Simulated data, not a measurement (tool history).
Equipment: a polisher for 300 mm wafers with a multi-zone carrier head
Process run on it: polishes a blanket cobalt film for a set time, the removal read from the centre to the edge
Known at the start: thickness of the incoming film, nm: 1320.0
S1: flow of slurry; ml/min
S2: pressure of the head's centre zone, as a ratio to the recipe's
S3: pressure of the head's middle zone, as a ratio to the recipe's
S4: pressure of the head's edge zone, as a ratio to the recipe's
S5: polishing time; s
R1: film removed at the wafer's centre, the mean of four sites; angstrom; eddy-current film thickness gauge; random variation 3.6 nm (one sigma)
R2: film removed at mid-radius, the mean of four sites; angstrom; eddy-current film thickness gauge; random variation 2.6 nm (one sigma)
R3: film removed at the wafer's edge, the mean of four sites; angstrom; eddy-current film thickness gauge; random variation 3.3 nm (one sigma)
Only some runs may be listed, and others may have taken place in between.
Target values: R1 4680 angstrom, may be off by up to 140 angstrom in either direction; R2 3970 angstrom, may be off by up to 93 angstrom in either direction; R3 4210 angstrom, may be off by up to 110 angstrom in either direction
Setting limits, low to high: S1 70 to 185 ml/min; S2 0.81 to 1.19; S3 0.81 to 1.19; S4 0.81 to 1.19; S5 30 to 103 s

run,hour,S1,S2,S3,S4,S5,R1,R2,R3
1,0,120,1,1,1,66,4980.2,4976.3,4854.4
2,8.3,120,0.95,1,1,66,4682.7,5047.3,4920.8
3,11.7,120,0.99,1,1,66,4837.6,5089.5,4905.9
4,16.9,115,1.01,0.97,0.98,66,4929.3,4884.2,4864.2
5,19.4,100,1.01,0.97,0.98,66,4782,4818.2,4790.4
6,23.8,100,1.02,0.95,0.96,65,4752.3,4617.4,4684.4
7,28.7,95,1.03,0.94,0.94,64,4714.4,4469.4,4581.8
8,37.3,95,1.04,0.93,0.92,63,4673.1,4356.4,4420.7
9,41.7,90,1.05,0.92,0.91,63,4641.9,4270.3,4322.4
10,44.3,85,1.06,0.91,0.91,63,4562.3,4226.3,4339
11,52.3,85,1.07,0.9,0.9,63,4624.8,4199.7,4300.1
12,55,85,1.08,0.89,0.9,63,4664.8,4097.6,4285.7

Which one of the following 5 next-run settings gets every result inside its allowed miss? There is exactly one.
A,57.7,70,1.14,0.89,0.9,63,?,?,?
B,57.7,105,1.06,0.88,0.92,62,?,?,?
C,57.7,85,1.08,0.92,0.92,62,?,?,?
D,57.7,90,1.04,0.9,0.81,63,?,?,?
E,57.7,75,1.08,0.96,0.86,62,?,?,?

move,R1,R2,R3
A,4743.1,4008.8,4230.2
B,4760,4197.2,4403.8
C,4639.5,4199.2,4294.4
D,4616.8,4233,4187.5
E,4522.4,4256,4121
A: meets every target
B: misses by more than the last run did
C: misses by more than the last run did
D: misses by more than the last run did
E: misses by more than the last run did
So the answer is move A, the one that meets all the targets.
